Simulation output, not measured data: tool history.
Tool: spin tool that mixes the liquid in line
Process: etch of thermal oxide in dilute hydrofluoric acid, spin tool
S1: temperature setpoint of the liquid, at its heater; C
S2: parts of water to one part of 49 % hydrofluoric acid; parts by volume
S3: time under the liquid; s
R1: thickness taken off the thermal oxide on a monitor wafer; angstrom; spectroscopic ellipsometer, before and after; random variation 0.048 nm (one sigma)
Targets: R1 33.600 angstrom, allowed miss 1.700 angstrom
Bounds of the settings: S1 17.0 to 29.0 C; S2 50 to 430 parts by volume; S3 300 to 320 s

Run 1, day 0.000: S1 21.0 C, S2 240 parts by volume, S3 300 s. Result: R1 46.461 angstrom.
Run 2, day 0.125: S1 20.0 C, S2 250 parts by volume, S3 300 s. Result: R1 42.721 angstrom.
Run 3, day 0.479: S1 23.0 C, S2 250 parts by volume, S3 300 s. Result: R1 47.534 angstrom.
Run 4, day 0.833: S1 23.0 C, S2 250 parts by volume, S3 320 s. Result: R1 50.647 angstrom.
Run 5, day 1.054: S1 21.5 C, S2 250 parts by volume, S3 320 s. Result: R1 48.022 angstrom.
Run 6, day 1.221: S1 21.5 C, S2 175 parts by volume, S3 320 s. Result: R1 72.663 angstrom.
Run 7, day 1.354: S1 21.0 C, S2 210 parts by volume, S3 320 s. Result: R1 58.385 angstrom.
Run 8, day 1.446: S1 20.5 C, S2 230 parts by volume, S3 320 s. Result: R1 51.183 angstrom.

4 next moves are on the table. One of them brings every result within its allowed miss. Which?
Run A, day 1.538: S1 19.5 C, S2 295 parts by volume, S3 300 s. Result: R1 ?.
Run B, day 1.538: S1 19.0 C, S2 260 parts by volume, S3 300 s. Result: R1 ?.
Run C, day 1.538: S1 21.5 C, S2 385 parts by volume, S3 300 s. Result: R1 ?.
Run D, day 1.538: S1 19.5 C, S2 325 parts by volume, S3 300 s. Result: R1 ?.

move      R1
   A  33.782
   B  38.819
   C  25.690
   D  29.869
A: meets every target
B: nearer than the last run, and not there yet
C: takes the result that was furthest off past its target
D: takes the result that was furthest off past its target
The right move is A.

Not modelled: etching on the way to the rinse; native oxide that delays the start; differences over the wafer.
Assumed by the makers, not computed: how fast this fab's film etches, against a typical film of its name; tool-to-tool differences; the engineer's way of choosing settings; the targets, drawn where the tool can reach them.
